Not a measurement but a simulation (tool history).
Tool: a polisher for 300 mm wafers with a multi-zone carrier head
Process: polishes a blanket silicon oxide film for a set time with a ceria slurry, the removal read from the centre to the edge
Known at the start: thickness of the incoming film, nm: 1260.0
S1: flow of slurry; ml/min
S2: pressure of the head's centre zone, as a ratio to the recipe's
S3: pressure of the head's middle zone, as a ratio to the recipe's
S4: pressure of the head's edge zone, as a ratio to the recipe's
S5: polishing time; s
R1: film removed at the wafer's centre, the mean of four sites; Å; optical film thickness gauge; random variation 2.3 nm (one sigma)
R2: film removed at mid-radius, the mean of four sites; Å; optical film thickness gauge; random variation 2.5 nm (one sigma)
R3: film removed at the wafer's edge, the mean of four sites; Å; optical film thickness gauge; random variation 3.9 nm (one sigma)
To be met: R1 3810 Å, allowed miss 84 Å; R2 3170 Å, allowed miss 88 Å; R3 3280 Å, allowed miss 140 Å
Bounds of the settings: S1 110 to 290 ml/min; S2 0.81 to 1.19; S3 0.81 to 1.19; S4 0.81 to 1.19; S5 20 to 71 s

run  hour   S1    S2    S3    S4  S5      R1      R2      R3
  1     0  185     1     1     1  45  2891.9  2839.4  2843.1
  2   0.6  185     1  0.92     1  45  2931.9  2672.8  2779.3
  3   4.8  195  1.03  0.94  1.02  45  3043.2  2774.4  2886.6
  4   9.1  195  1.03  0.94  0.95  45  3022.4  2709.9  2724.9
  5  13.2  160  1.03  0.94  0.95  45  2924.2  2609.6  2688.4
  6  20.3  175  1.06  0.95  0.98  45  3053.2  2676.4    2740
  7  25.2  190  1.08  0.96  1.01  45  3165.7  2750.8  2830.9
  8  34.1  240  1.18  1.02  1.11  46  3670.7  3087.5  3097.1
  9    41  245  1.18  1.02  1.12  46  3686.4  3106.7  3128.4
 10  48.8  250  1.18  1.02  1.13  46  3722.7  3087.4  3095.5
 11  54.3  250  1.18  1.02  1.14  46  3692.5  3063.2  3164.9

Which of these 4 next moves meets every target?
  A  59.8  290  1.19  1.03  1.19  46   ?   ?   ?
  B  59.8  260  1.13  0.99  1.19  52   ?   ?   ?
  C  59.8  220  1.16  0.89  1.18  51   ?   ?   ?
  D  59.8  235  1.09  0.93  1.19  52   ?   ?   ?

move      R1      R2      R3
   A  3797.8  3157.8  3250.7
   B  4020.3    3412  3643.1
   C  3950.2  2996.1  3504.7
   D    3822  3198.2  3611.6
A: meets every target
B: takes the result that was furthest off past its target
C: takes the result that was furthest off past its target
D: brings the result that was furthest off to its target, and leaves another outside
The right move is A.

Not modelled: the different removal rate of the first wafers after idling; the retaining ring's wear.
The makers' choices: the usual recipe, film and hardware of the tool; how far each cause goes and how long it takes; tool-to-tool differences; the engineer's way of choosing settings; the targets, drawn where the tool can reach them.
